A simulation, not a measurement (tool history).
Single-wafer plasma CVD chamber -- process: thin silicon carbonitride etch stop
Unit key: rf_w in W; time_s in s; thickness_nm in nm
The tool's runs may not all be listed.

| run | day | rf_w | time_s | thickness_nm |
|---|---|---|---|---|
| 1 | 0 | 215 | 14.2 | 8.5847 |
| 2 | 0.146 | 230 | 15.1 | 9.4471 |
| 3 | 0.425 | 200 | 15.1 | 8.979 |
| 4 | 0.533 | 230 | 15.1 | 9.3988 |
| 5 | 0.692 | 230 | 14.1 | 8.789 |
| 6 | 1.058 | 245 | 14.8 | 9.3919 |
| 7 | 1.167 | 255 | 15.4 | 9.9453 |
| 8 | 1.346 | 260 | 15.8 | 10.174 |
| 9 | 1.488 | 265 | 16.1 | 10.464 |
| 10 | 1.754 | 270 | 16.3 | 10.76 |

Expected results for the next run?
| 11 | 2.004 | 275 | 16.4 | ? |

{"run 11": {"thickness_nm": 10.864}}
